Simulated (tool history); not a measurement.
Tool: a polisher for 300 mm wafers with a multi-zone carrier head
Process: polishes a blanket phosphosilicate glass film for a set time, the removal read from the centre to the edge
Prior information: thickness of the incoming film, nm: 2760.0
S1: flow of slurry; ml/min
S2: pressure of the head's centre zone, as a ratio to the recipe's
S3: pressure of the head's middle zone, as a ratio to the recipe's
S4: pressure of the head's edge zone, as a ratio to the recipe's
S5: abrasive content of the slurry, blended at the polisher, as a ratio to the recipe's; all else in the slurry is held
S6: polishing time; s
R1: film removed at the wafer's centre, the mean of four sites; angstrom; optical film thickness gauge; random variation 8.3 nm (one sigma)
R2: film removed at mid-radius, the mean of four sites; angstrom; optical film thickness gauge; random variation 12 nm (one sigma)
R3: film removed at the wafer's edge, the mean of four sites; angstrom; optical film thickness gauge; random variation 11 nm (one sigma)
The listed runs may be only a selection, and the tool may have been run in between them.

run	hour	S1	S2	S3	S4	S5	S6	R1	R2	R3
1	0	180	1	1	1	1	73	10014	9958.7	10038
2	1.1	180	1	1.05	1	1	73	10190	10412	9767.8
3	2.7	180	1	1.05	1.08	1	73	10170	10340	10304
4	6.7	205	1.03	1.08	1.11	1	73	10475	10916	10454
5	14.7	215	1.07	1.09	1.13	1.05	73	11183	11143	10810
6	18.3	225	1.09	1.1	1.14	1.05	73	11532	11293	10764
7	19.3	235	1.1	1.11	1.15	1.05	73	11713	11513	10867
8	28.1	245	1.11	1.11	1.16	1.05	73	11891	11396	11008
9	36.8	250	1.12	1.12	1.17	1.05	73	11908	11488	11053

Predict the results of run 10:
10	43.1	255	1.13	1.13	1.18	1.05	73	?	?	?

R1: 12046 angstrom
R2: 11764 angstrom
R3: 11104 angstrom
